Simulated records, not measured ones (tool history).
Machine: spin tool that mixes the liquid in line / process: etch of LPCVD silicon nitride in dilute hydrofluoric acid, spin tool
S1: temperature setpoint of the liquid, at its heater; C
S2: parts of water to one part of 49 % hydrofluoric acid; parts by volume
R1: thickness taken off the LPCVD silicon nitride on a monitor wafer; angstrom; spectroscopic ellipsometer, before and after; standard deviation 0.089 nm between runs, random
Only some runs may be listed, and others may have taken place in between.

Run 1, hour 0: S1 23 C, S2 50 parts by volume, time under the liquid (s) 285. Result: R1 27.028 angstrom.
Run 2, hour 2.8: S1 21 C, S2 50 parts by volume, time under the liquid (s) 285. Result: R1 24.043 angstrom.
Run 3, hour 4.9: S1 21 C, S2 50 parts by volume, time under the liquid (s) 305. Result: R1 26.451 angstrom.
Run 4, hour 6.2: S1 21 C, S2 40 parts by volume, time under the liquid (s) 305. Result: R1 32.454 angstrom.
Run 5, hour 10.6: S1 18 C, S2 40 parts by volume, time under the liquid (s) 305. Result: R1 26.43 angstrom.
Run 6, hour 16.7: S1 17 C, S2 40 parts by volume, time under the liquid (s) 305. Result: R1 24.398 angstrom.
Run 7, hour 24.5: S1 19 C, S2 40 parts by volume, time under the liquid (s) 305. Result: R1 28.688 angstrom.
Run 8, hour 31.7: S1 20.5 C, S2 40 parts by volume, time under the liquid (s) 305. Result: R1 30.998 angstrom.
Run 9, hour 32.4: S1 22 C, S2 40 parts by volume, time under the liquid (s) 305. Result: R1 34.497 angstrom.

Forecast run 10:
Run 10, hour 39.6: S1 23 C, S2 40 parts by volume, time under the liquid (s) 305. Result: R1 ?.

{"run 10": {"R1": 36.274}}
